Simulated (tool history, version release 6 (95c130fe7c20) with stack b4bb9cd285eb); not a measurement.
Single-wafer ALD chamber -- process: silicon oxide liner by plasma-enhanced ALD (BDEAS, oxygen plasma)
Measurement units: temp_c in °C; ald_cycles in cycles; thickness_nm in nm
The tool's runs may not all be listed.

run,hour,temp_c,ald_cycles,thickness_nm
1,0,315,70,5.9984
2,7.8,326,70,5.9052
3,9.1,334,70,5.8145
4,13.7,333,73,6.0549
5,17.4,325,73,6.1578
6,21.6,325,75,6.3023
7,23.4,325,77,6.506

What does the tool deliver on the next run?
8,32.1,325,78,?

{"run 8": {"thickness_nm": 6.6111}}
